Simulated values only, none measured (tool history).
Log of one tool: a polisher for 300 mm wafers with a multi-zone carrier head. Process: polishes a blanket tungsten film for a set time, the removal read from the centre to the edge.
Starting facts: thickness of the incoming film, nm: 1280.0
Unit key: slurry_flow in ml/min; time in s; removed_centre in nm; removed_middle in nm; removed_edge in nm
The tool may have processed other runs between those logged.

run	hour	slurry_flow	centre_zone	middle_zone	edge_zone	slurry_solids	time	removed_centre	removed_middle	removed_edge
1	0	215	1	1	1	1	40	192.27	183.69	188.3
2	2.2	215	0.99	1	0.98	0.95	39	185.49	179.07	176.77
3	5.9	210	0.97	0.99	0.97	0.9	38	172.58	172.24	171.26
4	11.8	210	0.96	0.98	0.95	0.85	37	163.21	164.74	160.83
5	13.4	235	0.96	0.98	0.95	0.85	37	167.91	166.71	163.43
6	14.1	230	0.95	0.97	0.93	0.8	36	157.71	157.77	154.21
7	21.1	225	0.94	0.97	0.92	0.75	36	153.64	154.49	151.81
8	27.2	225	0.94	0.97	0.91	0.7	35	148.56	148.5	145.67
# hour 32.6: worn pad replaced by a new one
9	32.6	225	0.93	0.97	0.9	0.65	35	160.65	159.75	155.41
10	39.3	230	0.93	0.96	0.89	0.75	35	167.98	166.98	162.53

Run 11 is up next; what results do you expect?
11	44.7	230	0.94	0.98	0.91	0.75	35	?	?	?

For run 11 the tool returned removed_centre 164.45 nm, removed_middle 168.9 nm, removed_edge 163.96 nm.
